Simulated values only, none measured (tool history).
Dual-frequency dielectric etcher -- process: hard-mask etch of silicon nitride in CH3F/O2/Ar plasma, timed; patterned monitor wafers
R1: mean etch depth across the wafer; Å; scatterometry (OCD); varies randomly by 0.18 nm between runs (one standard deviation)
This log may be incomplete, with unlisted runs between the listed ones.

Run 1, hour 0: source power (W) 310, bias power (W) 96, etch time (s) 122. Result: R1 857.66 Å.
Run 2, hour 6.8: source power (W) 350, bias power (W) 96, etch time (s) 122. Result: R1 902.12 Å.
Run 3, hour 10.8: source power (W) 350, bias power (W) 109, etch time (s) 122. Result: R1 952.76 Å.
Run 4, hour 19.3: source power (W) 350, bias power (W) 109, etch time (s) 111. Result: R1 864.93 Å.
Run 5, hour 25.5: source power (W) 320, bias power (W) 109, etch time (s) 111. Result: R1 829.15 Å.
Run 6, hour 32.2: source power (W) 320, bias power (W) 118, etch time (s) 111. Result: R1 857.52 Å.

Expected results for the next run?
Run 7, hour 32.9: source power (W) 260, bias power (W) 99, etch time (s) 111. Result: R1 ?.

{"run 7": {"R1": 735.56}}
